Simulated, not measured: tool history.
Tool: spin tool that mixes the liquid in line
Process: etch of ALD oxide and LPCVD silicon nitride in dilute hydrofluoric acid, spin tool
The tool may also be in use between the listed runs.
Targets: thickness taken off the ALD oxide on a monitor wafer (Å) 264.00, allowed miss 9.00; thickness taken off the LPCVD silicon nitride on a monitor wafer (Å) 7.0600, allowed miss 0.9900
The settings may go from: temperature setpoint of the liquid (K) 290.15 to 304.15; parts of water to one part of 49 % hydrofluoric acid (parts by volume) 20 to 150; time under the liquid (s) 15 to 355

run  hour  temperature setpoint of the liquid (K)  parts of water to one part of 49 % hydrofluoric acid (parts by volume)  time under the liquid (s)  thickness taken off the ALD oxide on a monitor wafer (Å)  thickness taken off the LPCVD silicon nitride on a monitor wafer (Å)
  1   0.0                                  296.15                                                                      85                        180                                                    307.75                                                                8.1241
  2   1.8                                  295.65                                                                      85                        180                                                    298.42                                                                7.7171
  3   3.5                                  295.65                                                                      85                        105                                                    170.25                                                                4.7293
  4  10.6                                  292.65                                                                      85                        105                                                    151.56                                                                3.9248
  5  16.1                                  294.15                                                                      80                        105                                                    177.65                                                                4.2584
  6  19.8                                  296.15                                                                      80                        105                                                    189.94                                                                5.4570
  7  27.5                                  296.15                                                                      75                        105                                                    202.68                                                                5.7462
  8  31.4                                  298.15                                                                      55                        100                                                    292.22                                                                8.5077

Which of these 5 next moves meets every target?
  A  35.3                                  294.15                                                                      45                        100                                                         ?                                                                     ?
  B  35.3                                  304.15                                                                      50                         75                                                         ?                                                                     ?
  C  35.3                                  292.15                                                                      45                        105                                                         ?                                                                     ?
  D  35.3                                  300.65                                                                      45                         85                                                         ?                                                                     ?
  E  35.3                                  296.15                                                                      65                        115                                                         ?                                                                     ?

move  thickness taken off the ALD oxide on a monitor wafer (Å)  thickness taken off the LPCVD silicon nitride on a monitor wafer (Å)
   A                                                    310.14                                                                7.8629
   B                                                    311.99                                                               10.3450
   C                                                    299.04                                                                7.1828
   D                                                    344.67                                                               10.3640
   E                                                    261.72                                                                7.2385
A: further off than the last run
B: further off than the last run
C: further off than the last run
D: further off than the last run
E: meets every target
Answer: E
